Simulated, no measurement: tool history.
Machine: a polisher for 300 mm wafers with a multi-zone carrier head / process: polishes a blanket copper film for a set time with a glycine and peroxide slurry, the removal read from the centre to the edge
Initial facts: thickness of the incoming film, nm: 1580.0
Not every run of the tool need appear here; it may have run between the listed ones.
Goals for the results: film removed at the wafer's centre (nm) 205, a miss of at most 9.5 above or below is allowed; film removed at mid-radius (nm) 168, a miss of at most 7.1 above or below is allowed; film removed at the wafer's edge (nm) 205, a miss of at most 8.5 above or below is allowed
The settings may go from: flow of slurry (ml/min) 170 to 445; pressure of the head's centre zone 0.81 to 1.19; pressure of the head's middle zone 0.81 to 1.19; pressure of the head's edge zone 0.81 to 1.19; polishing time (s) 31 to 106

run	hour	flow of slurry (ml/min)	pressure of the head's centre zone	pressure of the head's middle zone	pressure of the head's edge zone	polishing time (s)	film removed at the wafer's centre (nm)	film removed at mid-radius (nm)	film removed at the wafer's edge (nm)
1	0	285	1	1	1	68	294.88	298.66	303.06
2	5.7	280	1.01	0.95	1	61	269.54	253.72	271.68
3	13.9	325	1.01	0.95	1	61	273.42	265.58	271.08
4	22	325	1.01	0.91	1	61	274.28	251.45	274.79
5	25	310	1	0.88	0.98	56	247.79	223.97	244.54
6	28.9	270	1	0.88	0.98	56	246.97	226.54	240.66
7	31.1	280	1.01	0.86	1.02	51	224.15	201	227.33
8	34.5	275	1.02	0.85	1.03	49	217.14	187.8	221.65
9	39	275	1.02	0.85	1.03	49	222.03	192.49	215.51
10	42.8	275	1.02	0.84	1.06	48	208.28	186.35	216.75
11	50.1	270	1.04	0.83	1.07	47	214.33	175.29	211.56
12	52.1	265	1.04	0.82	1.07	47	209.8	178.7	215.84

Below are 5 possible settings for the next run. Only one of them brings all results inside the allowed miss of their targets. Which is it?
A	54.1	245	0.96	0.92	0.99	47	?	?	?
B	54.1	225	1.01	1.01	0.88	50	?	?	?
C	54.1	285	0.95	0.88	1.03	46	?	?	?
D	54.1	330	1.08	0.86	1.15	43	?	?	?
E	54.1	250	0.97	0.83	1.01	49	?	?	?

move	film removed at the wafer's centre (nm)	film removed at mid-radius (nm)	film removed at the wafer's edge (nm)
A	197.09	193.76	206.21
B	218.79	221.48	206.38
C	193.26	184.8	207.58
D	206.81	171.08	206.74
E	207.76	185.81	217.58
A: further off than the last run
B: further off than the last run
C: further off than the last run
D: all results land within tolerance of their targets
E: further off than the last run
Correct choice: D, which meets every target
